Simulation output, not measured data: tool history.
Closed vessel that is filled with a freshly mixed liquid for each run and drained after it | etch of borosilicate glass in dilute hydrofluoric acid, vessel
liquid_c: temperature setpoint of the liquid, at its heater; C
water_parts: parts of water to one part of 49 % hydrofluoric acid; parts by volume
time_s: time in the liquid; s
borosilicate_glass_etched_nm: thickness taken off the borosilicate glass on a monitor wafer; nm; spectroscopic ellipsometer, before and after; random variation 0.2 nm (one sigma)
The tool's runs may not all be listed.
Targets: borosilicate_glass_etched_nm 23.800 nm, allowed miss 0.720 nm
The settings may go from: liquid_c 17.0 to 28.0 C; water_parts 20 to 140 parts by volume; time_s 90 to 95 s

| run | hour | liquid_c | water_parts | time_s | borosilicate_glass_etched_nm |
|---|---|---|---|---|---|
| 1 | 0.0 | 20.0 | 75 | 90 | 28.522 |
| 2 | 7.7 | 20.0 | 55 | 90 | 39.473 |
| 3 | 9.3 | 20.0 | 65 | 90 | 33.002 |
| 4 | 12.4 | 20.0 | 80 | 90 | 26.510 |
| 5 | 18.5 | 20.0 | 60 | 90 | 36.234 |
| 6 | 26.5 | 20.0 | 60 | 95 | 38.177 |
| 7 | 27.4 | 19.0 | 65 | 95 | 33.262 |
| 8 | 31.0 | 19.0 | 65 | 95 | 33.628 |
| 9 | 33.8 | 19.0 | 65 | 95 | 33.395 |
| 10 | 37.9 | 18.5 | 70 | 95 | 30.447 |
| 11 | 46.3 | 18.0 | 75 | 95 | 27.947 |
| 12 | 49.8 | 17.5 | 75 | 95 | 26.778 |
| 13 | 58.7 | 17.0 | 80 | 95 | 24.641 |

5 next moves are on the table. One of them brings every result within its allowed miss. Which?
| A | 67.6 | 17.5 | 85 | 95 | ? |
| B | 67.6 | 18.0 | 85 | 90 | ? |
| C | 67.6 | 17.5 | 75 | 90 | ? |
| D | 67.6 | 18.0 | 80 | 95 | ? |
| E | 67.6 | 17.5 | 80 | 95 | ? |

| move | borosilicate_glass_etched_nm |
|---|---|
| A | 23.435 |
| B | 22.676 |
| C | 25.437 |
| D | 25.572 |
| E | 25.035 |
A: meets every target
B: takes the result that was furthest off past its target
C: further off than the last run
D: further off than the last run
E: further off than the last run
The right move is A.
